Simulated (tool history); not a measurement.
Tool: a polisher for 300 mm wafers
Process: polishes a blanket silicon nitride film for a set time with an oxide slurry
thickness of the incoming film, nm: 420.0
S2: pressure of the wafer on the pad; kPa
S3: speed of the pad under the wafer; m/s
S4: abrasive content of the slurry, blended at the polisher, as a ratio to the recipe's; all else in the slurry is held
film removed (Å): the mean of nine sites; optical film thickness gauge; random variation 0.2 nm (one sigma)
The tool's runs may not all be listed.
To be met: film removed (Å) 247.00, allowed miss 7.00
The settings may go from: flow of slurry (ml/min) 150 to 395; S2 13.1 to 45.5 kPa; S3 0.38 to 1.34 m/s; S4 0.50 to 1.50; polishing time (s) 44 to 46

Run 1, hour 0.0: flow of slurry (ml/min) 250, S2 29.0 kPa, S3 0.86 m/s, S4 1.00, polishing time (s) 44. Result: film removed (Å) 315.55.
Run 2, hour 1.0: flow of slurry (ml/min) 220, S2 29.0 kPa, S3 0.86 m/s, S4 1.00, polishing time (s) 44. Result: film removed (Å) 309.47.
Run 3, hour 8.7: flow of slurry (ml/min) 220, S2 29.0 kPa, S3 1.00 m/s, S4 1.00, polishing time (s) 44. Result: film removed (Å) 350.81.
Run 4, hour 13.6: flow of slurry (ml/min) 220, S2 27.6 kPa, S3 1.00 m/s, S4 1.00, polishing time (s) 44. Result: film removed (Å) 338.66.
Run 5, hour 14.7: flow of slurry (ml/min) 220, S2 27.6 kPa, S3 1.00 m/s, S4 1.00, polishing time (s) 44. Result: film removed (Å) 333.93.
Run 6, hour 23.4: flow of slurry (ml/min) 220, S2 32.4 kPa, S3 1.00 m/s, S4 1.00, polishing time (s) 44. Result: film removed (Å) 394.61.
Run 7, hour 28.9: flow of slurry (ml/min) 220, S2 30.3 kPa, S3 1.00 m/s, S4 1.00, polishing time (s) 44. Result: film removed (Å) 371.68.
Run 8, hour 32.8: flow of slurry (ml/min) 220, S2 29.0 kPa, S3 1.00 m/s, S4 1.00, polishing time (s) 44. Result: film removed (Å) 351.07.
Run 9, hour 37.1: flow of slurry (ml/min) 220, S2 27.6 kPa, S3 1.00 m/s, S4 1.00, polishing time (s) 44. Result: film removed (Å) 335.38.
Run 10, hour 45.5: flow of slurry (ml/min) 220, S2 26.2 kPa, S3 1.00 m/s, S4 1.00, polishing time (s) 44. Result: film removed (Å) 323.98.
Run 11, hour 48.4: flow of slurry (ml/min) 220, S2 24.8 kPa, S3 1.00 m/s, S4 1.00, polishing time (s) 44. Result: film removed (Å) 298.93.
Run 12, hour 50.3: flow of slurry (ml/min) 220, S2 24.1 kPa, S3 1.00 m/s, S4 1.00, polishing time (s) 44. Result: film removed (Å) 292.88.
Run 13, hour 51.0: flow of slurry (ml/min) 220, S2 23.4 kPa, S3 1.00 m/s, S4 1.00, polishing time (s) 44. Result: film removed (Å) 287.02.
Run 14, hour 56.9: flow of slurry (ml/min) 210, S2 18.6 kPa, S3 1.00 m/s, S4 1.00, polishing time (s) 44. Result: film removed (Å) 224.78.
Run 15, hour 65.2: flow of slurry (ml/min) 220, S2 18.6 kPa, S3 1.00 m/s, S4 1.00, polishing time (s) 44. Result: film removed (Å) 227.71.
Run 16, hour 69.2: flow of slurry (ml/min) 225, S2 18.6 kPa, S3 1.00 m/s, S4 1.00, polishing time (s) 44. Result: film removed (Å) 230.15.
Run 17, hour 71.8: flow of slurry (ml/min) 230, S2 18.6 kPa, S3 1.00 m/s, S4 1.00, polishing time (s) 44. Result: film removed (Å) 229.53.

4 next moves are on the table. One of them brings every result within its allowed miss. Which?
Run A, hour 74.4: flow of slurry (ml/min) 205, S2 20.0 kPa, S3 0.94 m/s, S4 0.95, polishing time (s) 46. Result: film removed (Å) ?.
Run B, hour 74.4: flow of slurry (ml/min) 235, S2 25.5 kPa, S3 0.68 m/s, S4 0.70, polishing time (s) 46. Result: film removed (Å) ?.
Run C, hour 74.4: flow of slurry (ml/min) 280, S2 22.1 kPa, S3 0.88 m/s, S4 0.90, polishing time (s) 46. Result: film removed (Å) ?.
Run D, hour 74.4: flow of slurry (ml/min) 240, S2 15.9 kPa, S3 1.34 m/s, S4 0.80, polishing time (s) 45. Result: film removed (Å) ?.

move  film removed (Å)
   A            234.07
   B            199.53
   C            246.36
   D            228.81
A: nearer than the last run, and not there yet
B: further off than the last run
C: meets every target
D: as far off as the last run
Answer: C
